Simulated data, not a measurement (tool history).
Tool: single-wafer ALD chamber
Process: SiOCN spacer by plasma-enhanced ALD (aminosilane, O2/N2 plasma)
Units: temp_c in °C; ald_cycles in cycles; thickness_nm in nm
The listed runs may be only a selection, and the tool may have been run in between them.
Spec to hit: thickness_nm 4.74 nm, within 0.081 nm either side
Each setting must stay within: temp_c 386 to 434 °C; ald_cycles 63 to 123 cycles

{"run": 1, "hour": 0.0, "temp_c": 410, "ald_cycles": 93, "thickness_nm": 5.7957}
{"run": 2, "hour": 2.8, "temp_c": 403, "ald_cycles": 93, "thickness_nm": 5.889}
{"run": 3, "hour": 6.0, "temp_c": 405, "ald_cycles": 91, "thickness_nm": 5.7546}
{"run": 4, "hour": 9.4, "temp_c": 407, "ald_cycles": 89, "thickness_nm": 5.5728}
{"run": 5, "hour": 14.0, "temp_c": 407, "ald_cycles": 80, "thickness_nm": 5.0226}
{"run": 6, "hour": 18.9, "temp_c": 413, "ald_cycles": 80, "thickness_nm": 4.9185}
{"run": 7, "hour": 25.5, "temp_c": 414, "ald_cycles": 80, "thickness_nm": 4.8873}
{"run": 8, "hour": 33.5, "temp_c": 415, "ald_cycles": 80, "thickness_nm": 4.8844}
{"run": 9, "hour": 34.5, "temp_c": 416, "ald_cycles": 80, "thickness_nm": 4.8528}
{"run": 10, "hour": 39.1, "temp_c": 418, "ald_cycles": 80, "thickness_nm": 4.8271}

Of the 4 settings listed for the next run, only one would bring every result within its allowed miss of target. Which one?
{"run": "A", "hour": 43.7, "temp_c": 417, "ald_cycles": 74, "thickness_nm": "?"}
{"run": "B", "hour": 43.7, "temp_c": 420, "ald_cycles": 75, "thickness_nm": "?"}
{"run": "C", "hour": 43.7, "temp_c": 426, "ald_cycles": 80, "thickness_nm": "?"}
{"run": "D", "hour": 43.7, "temp_c": 423, "ald_cycles": 75, "thickness_nm": "?"}

move=A thickness_nm=4.4905
move=B thickness_nm=4.5074
move=C thickness_nm=4.7143
move=D thickness_nm=4.4635
A: takes the biggest miss from the last run beyond its target
B: takes the biggest miss from the last run beyond its target
C: in spec on every target
D: takes the biggest miss from the last run beyond its target
Correct choice: C, which meets every target
